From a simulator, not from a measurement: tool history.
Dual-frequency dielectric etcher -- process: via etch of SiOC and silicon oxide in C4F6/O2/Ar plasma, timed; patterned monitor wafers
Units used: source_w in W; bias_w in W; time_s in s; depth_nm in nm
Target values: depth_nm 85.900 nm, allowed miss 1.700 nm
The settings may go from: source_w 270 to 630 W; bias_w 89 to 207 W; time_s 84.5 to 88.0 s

{"run": 1, "hour": 0.0, "source_w": 450, "bias_w": 148, "time_s": 84.5, "depth_nm": 93.467}
{"run": 2, "hour": 7.9, "source_w": 450, "bias_w": 148, "time_s": 88.0, "depth_nm": 98.048}
{"run": 3, "hour": 10.2, "source_w": 520, "bias_w": 148, "time_s": 88.0, "depth_nm": 101.22}
{"run": 4, "hour": 11.7, "source_w": 520, "bias_w": 148, "time_s": 88.0, "depth_nm": 101.75}
{"run": 5, "hour": 17.4, "source_w": 520, "bias_w": 148, "time_s": 88.0, "depth_nm": 100.93}
{"run": 6, "hour": 18.1, "source_w": 510, "bias_w": 143, "time_s": 88.0, "depth_nm": 100.97}
{"run": 7, "hour": 21.8, "source_w": 490, "bias_w": 139, "time_s": 87.5, "depth_nm": 98.538}
{"run": 8, "hour": 30.1, "source_w": 480, "bias_w": 135, "time_s": 87.0, "depth_nm": 96.909}
{"run": 9, "hour": 35.4, "source_w": 470, "bias_w": 131, "time_s": 86.5, "depth_nm": 95.434}
{"run": 10, "hour": 42.3, "source_w": 460, "bias_w": 128, "time_s": 86.5, "depth_nm": 93.3}
{"run": 11, "hour": 48.6, "source_w": 450, "bias_w": 126, "time_s": 86.5, "depth_nm": 92.701}

4 next moves are on the table. One of them brings every result within its allowed miss. Which?
{"run": "A", "hour": 54.9, "source_w": 430, "bias_w": 128, "time_s": 85.5, "depth_nm": "?"}
{"run": "B", "hour": 54.9, "source_w": 460, "bias_w": 108, "time_s": 86.0, "depth_nm": "?"}
{"run": "C", "hour": 54.9, "source_w": 480, "bias_w": 130, "time_s": 88.0, "depth_nm": "?"}
{"run": "D", "hour": 54.9, "source_w": 390, "bias_w": 114, "time_s": 84.5, "depth_nm": "?"}

move=A depth_nm=91.143
move=B depth_nm=90.318
move=C depth_nm=96.742
move=D depth_nm=86.041
A: closer than the last run, but not yet in spec
B: closer than the last run, but not yet in spec
C: its largest miss is bigger than the last run's
D: meets every target
The move that meets every target is D.
